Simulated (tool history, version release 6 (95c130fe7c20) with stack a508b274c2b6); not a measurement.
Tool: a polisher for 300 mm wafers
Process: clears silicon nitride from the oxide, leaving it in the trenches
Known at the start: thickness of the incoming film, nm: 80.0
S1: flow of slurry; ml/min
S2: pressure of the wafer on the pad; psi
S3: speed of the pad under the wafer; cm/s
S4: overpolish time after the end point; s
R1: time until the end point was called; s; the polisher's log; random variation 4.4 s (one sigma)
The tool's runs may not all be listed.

run 1 hour=0 | S1=305 S2=2.5 S3=80 S4=36 | R1=157.01
run 2 hour=2 | S1=335 S2=2.5 S3=80 S4=36 | R1=161.8
run 3 hour=4.6 | S1=335 S2=3.1 S3=80 S4=36 | R1=130.38
run 4 hour=6.3 | S1=335 S2=2.6 S3=78 S4=36 | R1=153.45
run 5 hour=8.7 | S1=335 S2=2.2 S3=76 S4=36 | R1=186.08
run 6 hour=17.6 | S1=335 S2=2.2 S3=84 S4=36 | R1=170.01

Run 7 comes next. What will it give?
run 7 hour=20.5 | S1=335 S2=1.9 S3=82 S4=36 | R1=?

R1: 202.54 s

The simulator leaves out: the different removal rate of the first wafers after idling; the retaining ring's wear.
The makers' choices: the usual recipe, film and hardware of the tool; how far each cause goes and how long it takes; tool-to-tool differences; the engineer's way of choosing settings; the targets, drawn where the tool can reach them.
